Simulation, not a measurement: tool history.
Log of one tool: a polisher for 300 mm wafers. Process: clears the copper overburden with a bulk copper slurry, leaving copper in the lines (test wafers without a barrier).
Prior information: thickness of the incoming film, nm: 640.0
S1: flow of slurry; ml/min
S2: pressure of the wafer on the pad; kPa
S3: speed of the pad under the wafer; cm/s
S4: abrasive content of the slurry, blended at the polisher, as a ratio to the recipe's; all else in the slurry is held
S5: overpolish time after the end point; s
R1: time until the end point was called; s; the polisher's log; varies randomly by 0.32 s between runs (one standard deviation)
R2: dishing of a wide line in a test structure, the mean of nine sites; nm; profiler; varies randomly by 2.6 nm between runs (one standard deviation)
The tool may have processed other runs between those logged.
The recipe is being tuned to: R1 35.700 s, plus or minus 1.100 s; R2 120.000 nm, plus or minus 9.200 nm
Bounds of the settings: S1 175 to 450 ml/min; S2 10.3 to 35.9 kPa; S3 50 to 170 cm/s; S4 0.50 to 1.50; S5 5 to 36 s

run  hour   S1    S2   S3    S4  S5      R1       R2
  1   0.0  290  22.8  110  1.00  18  41.291   95.185
  2   6.8  320  22.8  110  1.00  18  40.728   97.431
  3  10.9  320  19.3  110  1.00  18  46.237   90.906
  4  16.4  320  19.3  110  1.00  14  46.673   80.461
  5  24.2  320  19.3  110  0.80  14  49.865   73.644
  6  29.8  325  21.4  110  0.85  17  46.388   89.105
  7  37.0  330  23.4  110  0.85  18  41.567   98.072
  8  42.7  340  24.8  110  0.85  19  40.152  103.350
  9  49.9  340  25.5  110  0.85  20  39.705  107.620
 10  51.9  340  26.2  110  0.85  20  38.462  107.950

Pick the move, out of 5, that brings all results within their allowed miss; only one does.
  A  53.9  345  29.6  116  0.90  21   ?   ?
  B  53.9  230  33.1  110  0.80  13   ?   ?
  C  53.9  340  22.8  118  0.85  12   ?   ?
  D  53.9  355  29.0  112  0.80  22   ?   ?
  E  53.9  330  24.1  128  1.10  29   ?   ?

move      R1       R2
   A  33.028  118.530
   B  33.402   97.619
   C  41.118   80.152
   D  35.929  116.690
   E  33.997  123.310
A: the result that was furthest off in the last run now lies on the other side of its target
B: the result that was furthest off in the last run now lies on the other side of its target
C: moves away from the targets compared with the last run
D: all results in spec
E: the result that was furthest off in the last run now lies on the other side of its target
The move that meets every target is D.
